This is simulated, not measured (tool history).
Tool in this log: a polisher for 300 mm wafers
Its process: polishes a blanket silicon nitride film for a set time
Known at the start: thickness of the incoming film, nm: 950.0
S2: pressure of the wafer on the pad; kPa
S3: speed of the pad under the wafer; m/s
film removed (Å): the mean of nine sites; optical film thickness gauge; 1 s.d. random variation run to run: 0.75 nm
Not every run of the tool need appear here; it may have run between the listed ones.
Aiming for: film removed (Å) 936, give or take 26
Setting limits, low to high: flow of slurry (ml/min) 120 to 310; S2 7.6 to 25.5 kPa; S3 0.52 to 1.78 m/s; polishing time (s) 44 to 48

run 1 hour=0 | flow_of_slurry_(ml/min)=200 S2=16.5 S3=1.14 polishing_time_(s)=48 | film_removed_(Å)=731.04
run 2 hour=4.4 | flow_of_slurry_(ml/min)=220 S2=16.5 S3=1.14 polishing_time_(s)=48 | film_removed_(Å)=729.05
run 3 hour=12.7 | flow_of_slurry_(ml/min)=220 S2=16.5 S3=0.9 polishing_time_(s)=48 | film_removed_(Å)=621.83
run 4 hour=16.9 | flow_of_slurry_(ml/min)=220 S2=17.9 S3=0.9 polishing_time_(s)=48 | film_removed_(Å)=657.99
run 5 hour=25.9 | flow_of_slurry_(ml/min)=220 S2=14.5 S3=0.9 polishing_time_(s)=48 | film_removed_(Å)=569.59
run 6 hour=34.4 | flow_of_slurry_(ml/min)=220 S2=17.2 S3=0.92 polishing_time_(s)=48 | film_removed_(Å)=645.56
run 7 hour=37.7 | flow_of_slurry_(ml/min)=220 S2=19.3 S3=0.92 polishing_time_(s)=48 | film_removed_(Å)=699.59
run 8 hour=40.6 | flow_of_slurry_(ml/min)=220 S2=20.7 S3=0.94 polishing_time_(s)=48 | film_removed_(Å)=749.87
run 9 hour=43.2 | flow_of_slurry_(ml/min)=220 S2=22.1 S3=0.96 polishing_time_(s)=48 | film_removed_(Å)=790.21
run 10 hour=44.7 | flow_of_slurry_(ml/min)=245 S2=25.5 S3=0.98 polishing_time_(s)=48 | film_removed_(Å)=892.95

Exercise: of the 5 proposed moves below, exactly one satisfies all targets within the stated allowed misses. Which move is it?
run A hour=46.2 | flow_of_slurry_(ml/min)=255 S2=24.8 S3=1.02 polishing_time_(s)=44 | film_removed_(Å)=?
run B hour=46.2 | flow_of_slurry_(ml/min)=250 S2=24.1 S3=1.1 polishing_time_(s)=44 | film_removed_(Å)=?
run C hour=46.2 | flow_of_slurry_(ml/min)=225 S2=25.5 S3=1.18 polishing_time_(s)=45 | film_removed_(Å)=?
run D hour=46.2 | flow_of_slurry_(ml/min)=230 S2=25.5 S3=0.96 polishing_time_(s)=48 | film_removed_(Å)=?
run E hour=46.2 | flow_of_slurry_(ml/min)=280 S2=20.7 S3=1.2 polishing_time_(s)=45 | film_removed_(Å)=?

move=A film_removed_(Å)=827.76
move=B film_removed_(Å)=855.41
move=C film_removed_(Å)=947.32
move=D film_removed_(Å)=872.26
move=E film_removed_(Å)=847.79
A: further off than the last run
B: further off than the last run
C: all results land within tolerance of their targets
D: further off than the last run
E: further off than the last run
Move C is the one to make.
